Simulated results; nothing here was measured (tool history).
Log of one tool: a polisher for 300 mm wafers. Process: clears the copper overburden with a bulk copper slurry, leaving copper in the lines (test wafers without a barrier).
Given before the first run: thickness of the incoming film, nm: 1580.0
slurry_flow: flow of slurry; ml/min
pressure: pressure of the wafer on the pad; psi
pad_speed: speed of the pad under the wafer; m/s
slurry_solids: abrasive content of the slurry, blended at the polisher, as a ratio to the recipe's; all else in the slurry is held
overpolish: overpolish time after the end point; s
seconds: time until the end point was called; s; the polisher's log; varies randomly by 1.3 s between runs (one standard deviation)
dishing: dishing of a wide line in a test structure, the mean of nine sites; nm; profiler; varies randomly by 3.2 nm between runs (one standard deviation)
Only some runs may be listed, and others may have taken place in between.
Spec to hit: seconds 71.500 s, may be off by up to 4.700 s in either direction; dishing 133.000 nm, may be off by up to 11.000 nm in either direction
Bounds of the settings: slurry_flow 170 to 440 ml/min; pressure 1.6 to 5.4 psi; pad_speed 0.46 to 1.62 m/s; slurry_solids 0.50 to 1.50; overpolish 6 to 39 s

{"run": 1, "hour": 0.0, "slurry_flow": 280, "pressure": 3.5, "pad_speed": 1.04, "slurry_solids": 1.0, "overpolish": 20, "seconds": 145.94, "dishing": 107.51}
{"run": 2, "hour": 6.9, "slurry_flow": 280, "pressure": 3.9, "pad_speed": 1.08, "slurry_solids": 1.0, "overpolish": 18, "seconds": 123.66, "dishing": 115.11}
{"run": 3, "hour": 9.4, "slurry_flow": 280, "pressure": 4.2, "pad_speed": 1.1, "slurry_solids": 1.0, "overpolish": 16, "seconds": 112.23, "dishing": 114.32}
{"run": 4, "hour": 13.3, "slurry_flow": 280, "pressure": 4.5, "pad_speed": 1.12, "slurry_solids": 1.0, "overpolish": 15, "seconds": 106.52, "dishing": 114.39}
{"run": 5, "hour": 20.4, "slurry_flow": 280, "pressure": 4.5, "pad_speed": 1.12, "slurry_solids": 1.0, "overpolish": 9, "seconds": 101.44, "dishing": 83.1}
{"run": 6, "hour": 23.0, "slurry_flow": 280, "pressure": 5.0, "pad_speed": 1.12, "slurry_solids": 1.0, "overpolish": 9, "seconds": 94.108, "dishing": 93.062}
{"run": 7, "hour": 30.3, "slurry_flow": 280, "pressure": 5.1, "pad_speed": 1.16, "slurry_solids": 1.0, "overpolish": 10, "seconds": 87.969, "dishing": 101.88}
{"run": 8, "hour": 33.5, "slurry_flow": 280, "pressure": 5.2, "pad_speed": 1.2, "slurry_solids": 1.0, "overpolish": 11, "seconds": 86.358, "dishing": 108.14}
{"run": 9, "hour": 40.7, "slurry_flow": 280, "pressure": 5.2, "pad_speed": 1.24, "slurry_solids": 1.0, "overpolish": 11, "seconds": 82.048, "dishing": 116.08}
{"run": 10, "hour": 42.3, "slurry_flow": 280, "pressure": 5.2, "pad_speed": 1.26, "slurry_solids": 1.0, "overpolish": 11, "seconds": 82.33, "dishing": 113.3}

Exercise: of the 4 proposed moves below, exactly one satisfies all targets within the stated allowed misses. Which move is it?
{"run": "A", "hour": 43.9, "slurry_flow": 170, "pressure": 4.5, "pad_speed": 1.56, "slurry_solids": 1.0, "overpolish": 18, "seconds": "?", "dishing": "?"}
{"run": "B", "hour": 43.9, "slurry_flow": 275, "pressure": 4.9, "pad_speed": 1.22, "slurry_solids": 1.1, "overpolish": 11, "seconds": "?", "dishing": "?"}
{"run": "C", "hour": 43.9, "slurry_flow": 255, "pressure": 5.4, "pad_speed": 1.2, "slurry_solids": 0.8, "overpolish": 12, "seconds": "?", "dishing": "?"}
{"run": "D", "hour": 43.9, "slurry_flow": 290, "pressure": 5.4, "pad_speed": 1.44, "slurry_solids": 0.85, "overpolish": 12, "seconds": "?", "dishing": "?"}

move=A seconds=79.733 dishing=141.600
move=B seconds=86.106 dishing=107.870
move=C seconds=84.873 dishing=116.160
move=D seconds=69.966 dishing=129.320
A: closes in on the targets versus the last run, not all within tolerance yet
B: moves away from the targets compared with the last run
C: moves away from the targets compared with the last run
D: each result inside its tolerance
Correct choice: D, which meets every target
